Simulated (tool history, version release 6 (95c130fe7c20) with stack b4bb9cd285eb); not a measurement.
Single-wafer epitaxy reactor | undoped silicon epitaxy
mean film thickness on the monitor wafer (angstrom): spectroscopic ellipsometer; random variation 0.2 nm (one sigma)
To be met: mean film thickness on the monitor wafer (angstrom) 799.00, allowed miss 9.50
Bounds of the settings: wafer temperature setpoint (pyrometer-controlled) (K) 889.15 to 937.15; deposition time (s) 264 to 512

| run | hour | wafer temperature setpoint (pyrometer-controlled) (K) | deposition time (s) | mean film thickness on the monitor wafer (angstrom) |
|---|---|---|---|---|
| 1 | 0.0 | 913.15 | 388 | 438.95 |
| 2 | 1.5 | 913.15 | 358 | 405.33 |
| 3 | 5.9 | 913.15 | 401 | 454.09 |
| 4 | 12.9 | 913.15 | 361 | 407.78 |
| 5 | 17.3 | 913.15 | 384 | 433.84 |
| 6 | 20.7 | 919.15 | 391 | 516.19 |
|  | 23.3 | pyrometer calibrated |
| 7 | 23.3 | 923.15 | 391 | 654.36 |
| 8 | 26.2 | 924.15 | 391 | 674.37 |
| 9 | 32.7 | 925.15 | 391 | 686.19 |
| 10 | 37.2 | 926.15 | 391 | 705.52 |
| 11 | 38.8 | 927.15 | 391 | 725.27 |
| 12 | 42.6 | 928.15 | 391 | 738.86 |

4 next moves are on the table. One of them brings every result within its allowed miss. Which?
| A | 46.4 | 930.15 | 413 | ? |
| B | 46.4 | 927.15 | 374 | ? |
| C | 46.4 | 931.15 | 409 | ? |
| D | 46.4 | 931.15 | 394 | ? |

| move | mean film thickness on the monitor wafer (angstrom) |
|---|---|
| A | 823.10 |
| B | 692.70 |
| C | 835.19 |
| D | 804.55 |
A: takes the result that was furthest off past its target
B: further off than the last run
C: takes the result that was furthest off past its target
D: meets every target
The right move is D.
